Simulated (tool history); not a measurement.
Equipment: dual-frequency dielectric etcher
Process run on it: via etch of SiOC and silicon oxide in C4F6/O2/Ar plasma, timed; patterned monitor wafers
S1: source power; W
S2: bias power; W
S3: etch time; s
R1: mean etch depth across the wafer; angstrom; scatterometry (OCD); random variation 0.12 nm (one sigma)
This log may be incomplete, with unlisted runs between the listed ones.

Run 1, day 0.000: S1 310 W, S2 129 W, S3 71.5 s. Result: R1 611.74 angstrom.
Run 2, day 0.138: S1 360 W, S2 129 W, S3 71.5 s. Result: R1 669.08 angstrom.
Run 3, day 0.388: S1 310 W, S2 128 W, S3 71.5 s. Result: R1 609.41 angstrom.
Run 4, day 0.483: S1 310 W, S2 149 W, S3 71.5 s. Result: R1 636.45 angstrom.
Run 5, day 0.750: S1 310 W, S2 149 W, S3 71.5 s. Result: R1 634.49 angstrom.
Run 6, day 0.892: S1 360 W, S2 149 W, S3 71.5 s. Result: R1 697.46 angstrom.
Run 7, day 1.258: S1 310 W, S2 145 W, S3 71.5 s. Result: R1 630.34 angstrom.
Run 8, day 1.388: S1 310 W, S2 145 W, S3 71.5 s. Result: R1 631.58 angstrom.
Run 9, day 1.562: S1 250 W, S2 119 W, S3 71.5 s. Result: R1 516.08 angstrom.
Run 10, day 1.738: S1 220 W, S2 118 W, S3 71.5 s. Result: R1 467.91 angstrom.

Run 11 has not been measured yet. What should we expect?
Run 11, day 1.871: S1 230 W, S2 118 W, S3 71.5 s. Result: R1 ?.

For run 11 the tool returned R1 484.36 angstrom.

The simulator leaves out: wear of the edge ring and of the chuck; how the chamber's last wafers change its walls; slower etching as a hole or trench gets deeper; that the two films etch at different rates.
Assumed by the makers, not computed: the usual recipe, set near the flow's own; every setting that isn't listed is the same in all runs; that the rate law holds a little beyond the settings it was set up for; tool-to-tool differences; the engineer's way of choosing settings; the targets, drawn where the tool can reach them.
